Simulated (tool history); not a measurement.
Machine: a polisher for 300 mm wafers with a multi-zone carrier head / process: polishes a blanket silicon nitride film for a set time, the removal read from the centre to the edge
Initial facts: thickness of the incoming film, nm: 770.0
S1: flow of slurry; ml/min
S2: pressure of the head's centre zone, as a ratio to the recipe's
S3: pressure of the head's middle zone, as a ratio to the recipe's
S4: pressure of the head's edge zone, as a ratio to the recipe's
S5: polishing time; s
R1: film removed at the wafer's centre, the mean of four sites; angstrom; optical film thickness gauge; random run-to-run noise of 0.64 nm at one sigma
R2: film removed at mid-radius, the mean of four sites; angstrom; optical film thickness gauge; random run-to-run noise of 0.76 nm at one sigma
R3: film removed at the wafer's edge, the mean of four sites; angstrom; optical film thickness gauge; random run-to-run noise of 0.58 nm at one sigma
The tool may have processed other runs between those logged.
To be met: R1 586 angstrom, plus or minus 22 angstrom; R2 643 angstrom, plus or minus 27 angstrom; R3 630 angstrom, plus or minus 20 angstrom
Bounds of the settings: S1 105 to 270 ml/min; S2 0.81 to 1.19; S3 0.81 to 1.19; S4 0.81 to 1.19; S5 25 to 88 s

{"run": 1, "hour": 0.0, "S1": 175, "S2": 1, "S3": 1, "S4": 1, "S5": 56, "R1": 802.76, "R2": 799.93, "R3": 824.37}
{"run": 2, "hour": 2.5, "S1": 170, "S2": 0.97, "S3": 1, "S4": 0.96, "S5": 53, "R1": 749.68, "R2": 741.6, "R3": 763.93}
{"run": 3, "hour": 11.3, "S1": 170, "S2": 0.97, "S3": 1, "S4": 1.01, "S5": 53, "R1": 739.39, "R2": 732.67, "R3": 780.64}
{"run": 4, "hour": 18.7, "S1": 170, "S2": 0.97, "S3": 0.96, "S4": 1.01, "S5": 53, "R1": 737.01, "R2": 713.8, "R3": 784.41}
{"run": 5, "hour": 26.9, "S1": 170, "S2": 0.97, "S3": 0.96, "S4": 1.08, "S5": 53, "R1": 743.77, "R2": 724.51, "R3": 800.73}
{"run": 6, "hour": 32.7, "S1": 170, "S2": 0.97, "S3": 0.96, "S4": 1.08, "S5": 42, "R1": 589.83, "R2": 558.09, "R3": 636.04}
{"run": 7, "hour": 36.1, "S1": 175, "S2": 0.96, "S3": 1.01, "S4": 1.07, "S5": 42, "R1": 590.74, "R2": 597.81, "R3": 644.17}
{"run": 8, "hour": 39.0, "S1": 180, "S2": 0.96, "S3": 1.04, "S4": 1.06, "S5": 42, "R1": 582.19, "R2": 610.65, "R3": 635.91}

5 next moves are on the table. One of them brings every result within its allowed miss. Which?
{"run": "A", "hour": 41.9, "S1": 145, "S2": 0.98, "S3": 0.89, "S4": 0.99, "S5": 45, "R1": "?", "R2": "?", "R3": "?"}
{"run": "B", "hour": 41.9, "S1": 185, "S2": 0.96, "S3": 0.99, "S4": 1.1, "S5": 41, "R1": "?", "R2": "?", "R3": "?"}
{"run": "C", "hour": 41.9, "S1": 170, "S2": 0.9, "S3": 1.08, "S4": 1.09, "S5": 44, "R1": "?", "R2": "?", "R3": "?"}
{"run": "D", "hour": 41.9, "S1": 195, "S2": 0.94, "S3": 1.07, "S4": 0.99, "S5": 42, "R1": "?", "R2": "?", "R3": "?"}
{"run": "E", "hour": 41.9, "S1": 180, "S2": 0.93, "S3": 0.9, "S4": 1.14, "S5": 42, "R1": "?", "R2": "?", "R3": "?"}

move=A R1=598.77 R2=553.81 R3=624.91
move=B R1=572.26 R2=582.45 R3=622.06
move=C R1=563.45 R2=658.11 R3=655.09
move=D R1=581.47 R2=642.44 R3=611.34
move=E R1=563.56 R2=550.04 R3=646.16
A: its largest miss is bigger than the last run's
B: its largest miss is bigger than the last run's
C: the worst result of the last run now meets its target, but another is out of spec
D: each result inside its tolerance
E: its largest miss is bigger than the last run's
The right move is D.
